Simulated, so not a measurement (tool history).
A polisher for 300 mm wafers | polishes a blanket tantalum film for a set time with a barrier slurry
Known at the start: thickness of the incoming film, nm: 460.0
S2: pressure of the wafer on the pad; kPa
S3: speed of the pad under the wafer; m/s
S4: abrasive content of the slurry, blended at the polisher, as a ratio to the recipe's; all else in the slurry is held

{"run": 1, "hour": 0.0, "flow of slurry (ml/min)": 225, "S2": 11.0, "S3": 1.2, "S4": 1.0, "polishing time (s)": 37, "film removed (nm)": 43.421}
{"run": 2, "hour": 9.0, "flow of slurry (ml/min)": 280, "S2": 11.0, "S3": 1.2, "S4": 1.0, "polishing time (s)": 37, "film removed (nm)": 43.847}
{"run": 3, "hour": 13.8, "flow of slurry (ml/min)": 280, "S2": 9.7, "S3": 1.2, "S4": 1.0, "polishing time (s)": 37, "film removed (nm)": 39.984}
{"run": 4, "hour": 16.5, "flow of slurry (ml/min)": 280, "S2": 9.7, "S3": 1.2, "S4": 0.9, "polishing time (s)": 37, "film removed (nm)": 37.762}
{"run": 5, "hour": 17.4, "flow of slurry (ml/min)": 280, "S2": 9.0, "S3": 1.2, "S4": 0.9, "polishing time (s)": 37, "film removed (nm)": 35.943}
{"run": 6, "hour": 26.0, "flow of slurry (ml/min)": 280, "S2": 9.0, "S3": 1.2, "S4": 0.9, "polishing time (s)": 37, "film removed (nm)": 35.822}
{"hour": 27.9, "done": "slurry blender recalibrated"}
{"run": 7, "hour": 27.9, "flow of slurry (ml/min)": 275, "S2": 8.3, "S3": 1.2, "S4": 0.9, "polishing time (s)": 37, "film removed (nm)": 41.709}
{"run": 8, "hour": 32.5, "flow of slurry (ml/min)": 290, "S2": 9.7, "S3": 1.2, "S4": 0.9, "polishing time (s)": 37, "film removed (nm)": 46.268}
{"run": 9, "hour": 34.5, "flow of slurry (ml/min)": 290, "S2": 6.2, "S3": 0.96, "S4": 0.9, "polishing time (s)": 37, "film removed (nm)": 28.451}

Forecast run 10:
{"run": 10, "hour": 39.0, "flow of slurry (ml/min)": 280, "S2": 6.2, "S3": 0.96, "S4": 0.9, "polishing time (s)": 37, "film removed (nm)": "?"}

Run 10 gave film removed (nm) 28.524.

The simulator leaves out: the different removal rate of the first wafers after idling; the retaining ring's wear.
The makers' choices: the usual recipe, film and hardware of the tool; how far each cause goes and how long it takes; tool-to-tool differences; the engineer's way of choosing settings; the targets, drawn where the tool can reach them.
